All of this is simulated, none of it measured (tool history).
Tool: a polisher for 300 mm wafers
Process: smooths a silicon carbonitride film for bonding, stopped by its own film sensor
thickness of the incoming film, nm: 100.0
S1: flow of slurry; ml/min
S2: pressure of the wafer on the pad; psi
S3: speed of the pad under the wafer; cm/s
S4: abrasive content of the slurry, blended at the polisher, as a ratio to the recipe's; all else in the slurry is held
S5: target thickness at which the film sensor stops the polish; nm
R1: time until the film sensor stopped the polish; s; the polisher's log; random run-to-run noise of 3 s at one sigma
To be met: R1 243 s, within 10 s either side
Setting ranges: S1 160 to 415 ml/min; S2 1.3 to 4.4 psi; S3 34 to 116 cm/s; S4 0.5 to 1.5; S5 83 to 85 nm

run  hour   S1   S2  S3    S4  S5      R1
  1     0  265  2.8  74     1  83  62.477
  2     4  255  2.6  70  0.95  83  74.857
  3    10  250  2.4  66   0.9  83  89.341
  4    18  245  2.3  62   0.9  83  94.543
  5  24.6  245  2.3  62   0.9  85  84.343
  6  31.8  245  2.3  62   0.7  85  105.28
  7  39.6  245  2.2  58   0.7  85  115.24
  8  47.8  245  2.1  56   0.7  85  124.82
  9  52.5  245    2  54   0.7  85  135.05
 10  59.4  245  1.9  52   0.7  85  146.69
 11    64  245  1.3  34   0.6  85  355.85

Exercise: of the 4 proposed moves below, exactly one satisfies all targets within the stated allowed misses. Which move is it?
  A  68.6  335  1.6  42   0.7  85   ?
  B  68.6  230  1.4  34  0.75  85   ?
  C  68.6  260  1.6  42   0.6  85   ?
  D  68.6  335  1.6  42  0.55  85   ?

move      R1
   A  199.83
   B  258.01
   C  243.09
   D  269.38
A: takes the result that was furthest off past its target
B: gains on the last run, yet a result remains outside its allowed miss
C: in spec on every target
D: gains on the last run, yet a result remains outside its allowed miss
Move C is the one to make.
